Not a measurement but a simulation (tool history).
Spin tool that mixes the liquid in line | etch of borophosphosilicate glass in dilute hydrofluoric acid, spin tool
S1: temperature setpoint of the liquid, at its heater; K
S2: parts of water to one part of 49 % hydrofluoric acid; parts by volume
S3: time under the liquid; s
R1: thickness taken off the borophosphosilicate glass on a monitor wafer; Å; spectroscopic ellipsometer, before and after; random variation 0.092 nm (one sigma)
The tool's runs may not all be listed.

run	hour	S1	S2	S3	R1
1	0.0	295.15	90	15	86.544
2	7.4	295.15	120	15	62.507
3	13.3	293.65	120	15	59.811
4	14.1	296.15	95	15	85.809
5	15.4	298.15	80	15	112.310
6	19.9	298.15	80	15	112.870
7	25.0	302.15	45	15	246.220
8	25.9	301.15	45	15	235.600

Run 9 comes next. What will it give?
9	34.4	300.15	45	15	?

Run 9 gave R1 229.120 Å.
